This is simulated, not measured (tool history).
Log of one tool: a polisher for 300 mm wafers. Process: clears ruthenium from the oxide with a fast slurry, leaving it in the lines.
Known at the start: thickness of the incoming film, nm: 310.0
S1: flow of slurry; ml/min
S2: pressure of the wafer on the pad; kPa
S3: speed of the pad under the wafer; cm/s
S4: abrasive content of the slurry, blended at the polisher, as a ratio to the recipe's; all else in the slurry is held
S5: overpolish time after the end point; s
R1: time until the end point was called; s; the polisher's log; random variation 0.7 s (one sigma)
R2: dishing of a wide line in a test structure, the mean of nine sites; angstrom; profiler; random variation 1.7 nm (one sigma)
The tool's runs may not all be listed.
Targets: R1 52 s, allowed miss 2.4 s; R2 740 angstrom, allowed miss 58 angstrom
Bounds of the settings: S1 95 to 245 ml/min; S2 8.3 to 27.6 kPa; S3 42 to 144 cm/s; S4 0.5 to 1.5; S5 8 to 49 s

run,hour,S1,S2,S3,S4,S5,R1,R2
1,0,155,17.9,92,1,25,87.166,543.09
2,9,125,17.9,92,1,25,91.493,522.47
3,14.6,125,17.9,106,1,25,80.604,589.3
4,17.1,135,19.3,106,1,25,71.623,619.15
5,19.8,135,21.4,106,1,25,65.992,634.63
6,22.1,100,21.4,106,1,25,72.119,606.8
7,25.4,115,22.1,106,1,25,64.769,632.07
8,26.2,125,22.1,106,1,25,65.301,630.32
9,29.1,135,22.8,106,1,25,61.527,673.4
10,31.3,140,22.8,106,1,25,62.262,683.83
11,32.9,145,23.4,106,1,25,58.993,666.95
12,34.2,150,23.4,106,1,25,59.556,730.87
13,35.5,155,24.1,106,1,24,57.194,693.77
14,40.7,160,24.1,106,1,24,56.202,685.95
15,48.3,165,24.1,106,1,24,54.928,709.72

4 next moves are on the table. One of them brings every result within its allowed miss. Which?
A,55.9,175,25.5,122,1,22,?,?
B,55.9,145,26.2,104,1.05,25,?,?
C,55.9,180,24.1,104,1.05,20,?,?
D,55.9,165,26.9,114,1,22,?,?

move,R1,R2
A,47.184,765.56
B,54.274,760.79
C,56.632,655.02
D,48.349,755.97
A: takes the result that was furthest off past its target
B: meets every target
C: further off than the last run
D: takes the result that was furthest off past its target
Answer: B
